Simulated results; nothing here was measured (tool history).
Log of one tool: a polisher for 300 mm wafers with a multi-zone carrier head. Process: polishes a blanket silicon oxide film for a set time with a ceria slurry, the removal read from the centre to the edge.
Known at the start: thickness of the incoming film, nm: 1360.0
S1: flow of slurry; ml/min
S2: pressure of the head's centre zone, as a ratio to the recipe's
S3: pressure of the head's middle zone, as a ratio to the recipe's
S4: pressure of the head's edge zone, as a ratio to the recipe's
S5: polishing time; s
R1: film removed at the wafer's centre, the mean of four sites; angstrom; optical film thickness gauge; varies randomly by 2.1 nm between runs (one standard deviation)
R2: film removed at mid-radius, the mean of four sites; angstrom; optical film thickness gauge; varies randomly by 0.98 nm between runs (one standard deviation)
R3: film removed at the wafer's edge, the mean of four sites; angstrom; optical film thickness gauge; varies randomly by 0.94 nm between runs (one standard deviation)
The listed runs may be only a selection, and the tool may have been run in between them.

run,hour,S1,S2,S3,S4,S5,R1,R2,R3
1,0.0,130,1.00,1.00,1.00,32,1667.5,1673.1,1652.8
2,4.6,130,1.00,1.00,1.06,32,1715.6,1687.4,1713.2
3,13.2,125,1.00,0.99,1.05,32,1714.6,1658.8,1691.1
4,15.2,125,1.00,0.99,0.97,32,1637.9,1654.4,1629.8
5,16.8,125,1.00,0.99,0.97,24,1284.3,1231.0,1208.2
6,19.8,125,1.00,0.99,1.03,24,1270.4,1246.3,1254.4
7,23.4,130,1.00,0.99,1.05,24,1266.2,1246.2,1262.8

For run 8, what comes out?
8,27.2,135,1.01,0.99,1.06,24,?,?,?

R1: 1279.9 angstrom
R2: 1243.5 angstrom
R3: 1267.4 angstrom

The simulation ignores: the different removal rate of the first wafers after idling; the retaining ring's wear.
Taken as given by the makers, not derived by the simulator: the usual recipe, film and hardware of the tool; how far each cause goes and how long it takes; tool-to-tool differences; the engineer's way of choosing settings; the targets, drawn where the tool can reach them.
